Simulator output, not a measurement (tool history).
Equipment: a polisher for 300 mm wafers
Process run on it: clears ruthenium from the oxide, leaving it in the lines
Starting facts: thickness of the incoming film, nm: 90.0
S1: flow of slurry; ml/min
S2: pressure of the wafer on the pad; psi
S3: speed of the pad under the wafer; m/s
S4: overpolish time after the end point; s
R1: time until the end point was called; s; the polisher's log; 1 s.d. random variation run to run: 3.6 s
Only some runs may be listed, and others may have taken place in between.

run  hour   S1   S2    S3  S4      R1
  1     0  220  1.4  1.22  10  100.89
  2   7.9  220  1.4  1.22   8  101.68
  3  14.2  220  1.3  1.18   8  112.23
  4    23  220  1.3  1.34   8  99.202
  5  31.8  220  1.2  1.34   8  105.73
  6    36  220  1.1  1.28   8  122.25

What will run 7 give?
  7  38.2  220   1  1.24   8   ?

Run 7 came out at R1 136.32 s.
